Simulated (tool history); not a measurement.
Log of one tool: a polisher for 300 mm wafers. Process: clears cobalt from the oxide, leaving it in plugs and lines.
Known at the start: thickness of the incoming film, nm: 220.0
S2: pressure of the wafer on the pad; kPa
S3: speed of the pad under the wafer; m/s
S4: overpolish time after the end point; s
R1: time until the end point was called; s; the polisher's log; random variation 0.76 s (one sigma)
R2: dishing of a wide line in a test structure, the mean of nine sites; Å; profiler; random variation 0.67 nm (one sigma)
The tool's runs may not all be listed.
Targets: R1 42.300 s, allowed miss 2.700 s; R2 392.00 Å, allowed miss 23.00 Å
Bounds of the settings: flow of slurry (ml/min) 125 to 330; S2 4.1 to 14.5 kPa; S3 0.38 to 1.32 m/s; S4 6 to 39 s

run 1 hour=0.0 | flow_of_slurry_(ml/min)=210 S2=9.0 S3=0.84 S4=20 | R1=81.403 R2=409.53
run 2 hour=3.3 | flow_of_slurry_(ml/min)=210 S2=9.7 S3=0.84 S4=18 | R1=76.395 R2=388.14
run 3 hour=4.1 | flow_of_slurry_(ml/min)=210 S2=8.3 S3=0.84 S4=18 | R1=85.554 R2=358.06
run 4 hour=6.8 | flow_of_slurry_(ml/min)=210 S2=8.3 S3=1.04 S4=18 | R1=72.959 R2=407.63
run 5 hour=14.9 | flow_of_slurry_(ml/min)=210 S2=9.0 S3=1.04 S4=17 | R1=67.069 R2=412.56
run 6 hour=16.5 | flow_of_slurry_(ml/min)=240 S2=9.0 S3=1.04 S4=17 | R1=64.623 R2=416.57
run 7 hour=19.3 | flow_of_slurry_(ml/min)=240 S2=9.0 S3=1.04 S4=17 | R1=65.987 R2=415.61
run 8 hour=26.9 | flow_of_slurry_(ml/min)=240 S2=9.7 S3=1.04 S4=16 | R1=61.032 R2=410.13
run 9 hour=28.8 | flow_of_slurry_(ml/min)=240 S2=10.3 S3=1.04 S4=15 | R1=57.207 R2=416.27
run 10 hour=34.0 | flow_of_slurry_(ml/min)=240 S2=10.3 S3=1.04 S4=14 | R1=58.384 R2=393.17
run 11 hour=35.6 | flow_of_slurry_(ml/min)=240 S2=13.1 S3=1.06 S4=7 | R1=45.691 R2=284.30
run 12 hour=39.1 | flow_of_slurry_(ml/min)=240 S2=13.1 S3=1.06 S4=7 | R1=44.750 R2=291.69
run 13 hour=41.3 | flow_of_slurry_(ml/min)=240 S2=13.1 S3=1.06 S4=8 | R1=44.853 R2=318.55

Which of these 4 next moves meets every target?
run A hour=43.5 | flow_of_slurry_(ml/min)=265 S2=12.4 S3=1.08 S4=13 | R1=? R2=?
run B hour=43.5 | flow_of_slurry_(ml/min)=285 S2=11.7 S3=1.06 S4=11 | R1=? R2=?
run C hour=43.5 | flow_of_slurry_(ml/min)=220 S2=14.5 S3=1.06 S4=6 | R1=? R2=?
run D hour=43.5 | flow_of_slurry_(ml/min)=240 S2=13.8 S3=1.06 S4=10 | R1=? R2=?

move=A R1=46.863 R2=442.09
move=B R1=50.194 R2=376.86
move=C R1=41.638 R2=273.97
move=D R1=43.378 R2=390.25
A: takes the result that was furthest off past its target
B: brings the result that was furthest off to its target, and leaves another outside
C: further off than the last run
D: meets every target
The right move is D.

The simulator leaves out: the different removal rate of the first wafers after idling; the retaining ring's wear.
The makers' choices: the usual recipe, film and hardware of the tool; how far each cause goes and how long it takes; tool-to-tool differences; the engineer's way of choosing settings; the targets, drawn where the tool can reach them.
